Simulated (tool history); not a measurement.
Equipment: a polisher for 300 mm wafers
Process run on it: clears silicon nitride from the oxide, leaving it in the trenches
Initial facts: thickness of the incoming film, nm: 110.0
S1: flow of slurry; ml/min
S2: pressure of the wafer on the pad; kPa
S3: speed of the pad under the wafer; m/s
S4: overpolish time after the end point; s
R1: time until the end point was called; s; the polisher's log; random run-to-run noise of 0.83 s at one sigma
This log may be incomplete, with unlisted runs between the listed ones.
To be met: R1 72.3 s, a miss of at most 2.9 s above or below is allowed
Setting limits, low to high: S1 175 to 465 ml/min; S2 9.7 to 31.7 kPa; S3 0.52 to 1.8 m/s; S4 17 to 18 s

run	hour	S1	S2	S3	S4	R1
1	0	295	20.7	1.16	17	111.24
2	8.8	295	21.4	1.16	17	110.64
3	9.6	335	21.4	1.16	17	105.11
4	12.4	340	22.1	1.16	17	102.92
5	20	340	22.8	1.16	17	102.44
6	25.2	340	25.5	1.16	17	92.153
7	31.4	340	26.2	1.16	17	86.367
8	36.6	340	26.9	1.16	17	86.568

Below are 5 possible settings for the next run. Only one of them brings all results inside the allowed miss of their targets. Which is it?
A	41.8	275	29	1.28	17	?
B	41.8	380	29	1.44	18	?
C	41.8	370	29.6	1.36	17	?
D	41.8	345	29.6	1.38	17	?
E	41.8	260	31.7	1.28	18	?

move	R1
A	71.302
B	62.184
C	64.358
D	63.736
E	65.502
A: all results in spec
B: takes the biggest miss from the last run beyond its target
C: takes the biggest miss from the last run beyond its target
D: takes the biggest miss from the last run beyond its target
E: takes the biggest miss from the last run beyond its target
So the answer is move A, the one that meets all the targets.
